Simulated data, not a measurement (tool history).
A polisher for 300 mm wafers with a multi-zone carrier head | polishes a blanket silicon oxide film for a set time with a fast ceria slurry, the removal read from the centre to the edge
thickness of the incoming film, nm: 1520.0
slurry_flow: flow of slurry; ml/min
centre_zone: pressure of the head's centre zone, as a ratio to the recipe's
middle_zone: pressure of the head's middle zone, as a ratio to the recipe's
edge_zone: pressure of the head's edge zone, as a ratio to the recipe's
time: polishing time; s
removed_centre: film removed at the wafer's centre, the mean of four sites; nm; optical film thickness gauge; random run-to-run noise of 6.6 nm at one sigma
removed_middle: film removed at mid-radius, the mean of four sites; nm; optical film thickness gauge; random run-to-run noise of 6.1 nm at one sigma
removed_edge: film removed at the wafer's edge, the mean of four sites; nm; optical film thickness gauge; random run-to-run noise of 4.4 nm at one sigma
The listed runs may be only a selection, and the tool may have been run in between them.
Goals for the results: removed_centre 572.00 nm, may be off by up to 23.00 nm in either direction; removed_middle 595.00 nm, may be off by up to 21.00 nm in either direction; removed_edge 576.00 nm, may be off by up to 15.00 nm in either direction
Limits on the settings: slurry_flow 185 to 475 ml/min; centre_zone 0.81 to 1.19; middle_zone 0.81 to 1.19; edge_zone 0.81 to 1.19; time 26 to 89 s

run	hour	slurry_flow	centre_zone	middle_zone	edge_zone	time	removed_centre	removed_middle	removed_edge
1	0.0	305	1.00	1.00	1.00	57	434.63	435.65	429.26
2	8.2	305	1.00	1.00	1.00	45	340.82	348.44	339.10
3	12.2	305	0.95	1.00	1.00	45	328.07	345.88	338.84
4	14.8	305	0.95	1.03	1.00	45	332.18	354.65	344.48
# hour 17.4: worn pad replaced by a new one
5	17.4	310	0.98	1.06	1.04	50	430.11	467.20	434.81
6	22.5	295	1.00	1.06	1.08	50	421.70	461.24	442.84
7	26.8	305	1.03	1.07	1.11	51	450.27	467.38	457.05
8	28.1	305	1.04	1.08	1.13	52	458.62	488.95	463.41
9	36.5	295	1.05	1.08	1.14	54	474.70	500.76	488.37
10	39.7	300	1.06	1.09	1.15	55	485.53	517.93	495.49
11	48.0	305	1.07	1.09	1.16	57	510.24	524.64	521.33
12	53.0	310	1.08	1.10	1.17	58	531.15	540.94	529.68
13	61.3	310	1.08	1.11	1.17	59	533.87	563.26	534.98
14	68.4	310	1.08	1.11	1.17	60	547.82	570.29	553.00

Below are 4 possible settings for the next run. Only one of them brings all results inside the allowed miss of their targets. Which is it?
A	75.5	340	1.01	1.04	1.19	66	?	?	?
B	75.5	290	1.10	1.03	1.19	67	?	?	?
C	75.5	195	1.14	1.16	1.19	65	?	?	?
D	75.5	290	1.10	0.95	1.19	67	?	?	?

move	removed_centre	removed_middle	removed_edge
A	568.84	592.57	606.43
B	605.79	586.90	608.19
C	567.81	595.53	564.63
D	605.45	548.24	608.84
A: moves the result that the last run missed by most past its target, out the other side
B: moves the result that the last run missed by most past its target, out the other side
C: all results land within tolerance of their targets
D: moves the result that the last run missed by most past its target, out the other side
Go with C: it meets all targets.
